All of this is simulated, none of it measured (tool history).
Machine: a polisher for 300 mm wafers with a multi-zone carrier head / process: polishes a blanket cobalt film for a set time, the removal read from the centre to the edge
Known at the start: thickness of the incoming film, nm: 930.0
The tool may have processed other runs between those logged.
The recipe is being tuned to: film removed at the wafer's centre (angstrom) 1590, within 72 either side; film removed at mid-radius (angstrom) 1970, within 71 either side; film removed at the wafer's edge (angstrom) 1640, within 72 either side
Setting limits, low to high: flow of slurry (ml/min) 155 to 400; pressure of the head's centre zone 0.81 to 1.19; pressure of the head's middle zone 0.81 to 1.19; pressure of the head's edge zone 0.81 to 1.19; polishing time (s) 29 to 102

| run | hour | flow of slurry (ml/min) | pressure of the head's centre zone | pressure of the head's middle zone | pressure of the head's edge zone | polishing time (s) | film removed at the wafer's centre (angstrom) | film removed at mid-radius (angstrom) | film removed at the wafer's edge (angstrom) |
|---|---|---|---|---|---|---|---|---|---|
| 1 | 0 | 255 | 1 | 1 | 1 | 65 | 2183.6 | 2239.3 | 2232.8 |
| 2 | 7.4 | 255 | 1 | 1 | 1.04 | 65 | 2175 | 2252.2 | 2268.6 |
| 3 | 14.6 | 310 | 1 | 1 | 1.04 | 65 | 2219.9 | 2327.1 | 2318.3 |
| 4 | 15.4 | 310 | 1 | 1 | 1.04 | 49 | 1681.4 | 1713.4 | 1759 |
| 5 | 18.5 | 310 | 1 | 1 | 0.96 | 49 | 1661.7 | 1707.1 | 1694.4 |
| 6 | 24.4 | 315 | 0.99 | 1.03 | 0.95 | 49 | 1699.4 | 1747.5 | 1650.9 |
| 7 | 26.7 | 315 | 0.97 | 1.05 | 0.96 | 49 | 1614.1 | 1804.7 | 1714.4 |
| 8 | 32.1 | 320 | 0.97 | 1.07 | 0.95 | 49 | 1670.8 | 1828.1 | 1668.5 |
| 9 | 39.6 | 320 | 0.96 | 1.08 | 0.95 | 49 | 1612.5 | 1834.1 | 1662.5 |
| 10 | 47.1 | 320 | 0.96 | 1.08 | 0.95 | 49 | 1648.9 | 1861.6 | 1680 |
| 11 | 55.5 | 320 | 0.95 | 1.09 | 0.95 | 49 | 1634.7 | 1882.7 | 1670.7 |
| 12 | 64.1 | 320 | 0.94 | 1.1 | 0.95 | 49 | 1619.3 | 1858.2 | 1661.8 |
|  | 66.1 | slurry nozzle cleaned |
| 13 | 66.1 | 320 | 0.93 | 1.11 | 0.95 | 49 | 1626.2 | 1968.2 | 1710.9 |

Below are 4 possible settings for the next run. Only one of them brings all results inside the allowed miss of their targets. Which is it?
| A | 68.1 | 390 | 0.93 | 1.17 | 0.94 | 46 | ? | ? | ? |
| B | 68.1 | 340 | 0.97 | 1.06 | 1.06 | 49 | ? | ? | ? |
| C | 68.1 | 325 | 1.02 | 1.16 | 0.88 | 49 | ? | ? | ? |
| D | 68.1 | 335 | 0.93 | 1.09 | 0.98 | 51 | ? | ? | ? |

| move | film removed at the wafer's centre (angstrom) | film removed at mid-radius (angstrom) | film removed at the wafer's edge (angstrom) |
|---|---|---|---|
| A | 1542 | 1978.9 | 1640.8 |
| B | 1692.1 | 1915.3 | 1825.9 |
| C | 1773.7 | 2061.2 | 1683.6 |
| D | 1686 | 2039.6 | 1835.5 |
A: meets every target
B: misses by more than the last run did
C: brings the result that was furthest off to its target, and leaves another outside
D: misses by more than the last run did
A meets every target.
